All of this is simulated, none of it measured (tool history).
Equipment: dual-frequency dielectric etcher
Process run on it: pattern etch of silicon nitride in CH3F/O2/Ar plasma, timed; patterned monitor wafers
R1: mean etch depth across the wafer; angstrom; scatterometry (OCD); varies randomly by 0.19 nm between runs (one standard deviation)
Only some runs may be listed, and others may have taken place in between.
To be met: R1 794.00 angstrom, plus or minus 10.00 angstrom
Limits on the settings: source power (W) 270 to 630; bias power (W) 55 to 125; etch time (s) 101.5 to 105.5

{"run": 1, "hour": 0.0, "source power (W)": 450, "bias power (W)": 90, "etch time (s)": 101.5, "R1": 871.27}
{"run": 2, "hour": 0.9, "source power (W)": 440, "bias power (W)": 90, "etch time (s)": 101.5, "R1": 864.9}
{"run": 3, "hour": 2.1, "source power (W)": 370, "bias power (W)": 90, "etch time (s)": 101.5, "R1": 828.75}
{"run": 4, "hour": 10.2, "source power (W)": 360, "bias power (W)": 90, "etch time (s)": 101.5, "R1": 825.24}
{"run": 5, "hour": 16.6, "source power (W)": 350, "bias power (W)": 90, "etch time (s)": 101.5, "R1": 815.58}
{"run": 6, "hour": 23.8, "source power (W)": 350, "bias power (W)": 90, "etch time (s)": 105.5, "R1": 849.58}
{"run": 7, "hour": 26.3, "source power (W)": 340, "bias power (W)": 89, "etch time (s)": 105.5, "R1": 845.22}
{"run": 8, "hour": 31.5, "source power (W)": 330, "bias power (W)": 88, "etch time (s)": 105.5, "R1": 833.64}

Pick the move, out of 4, that brings all results within their allowed miss; only one does.
{"run": "A", "hour": 36.7, "source power (W)": 310, "bias power (W)": 95, "etch time (s)": 102.5, "R1": "?"}
{"run": "B", "hour": 36.7, "source power (W)": 300, "bias power (W)": 79, "etch time (s)": 102.0, "R1": "?"}
{"run": "C", "hour": 36.7, "source power (W)": 290, "bias power (W)": 85, "etch time (s)": 105.0, "R1": "?"}
{"run": "D", "hour": 36.7, "source power (W)": 300, "bias power (W)": 96, "etch time (s)": 102.5, "R1": "?"}

move=A R1=817.84
move=B R1=764.65
move=C R1=798.23
move=D R1=814.53
A: gains on the last run, yet a result remains outside its allowed miss
B: takes the biggest miss from the last run beyond its target
C: each result inside its tolerance
D: gains on the last run, yet a result remains outside its allowed miss
So the answer is move C, the one that meets all the targets.
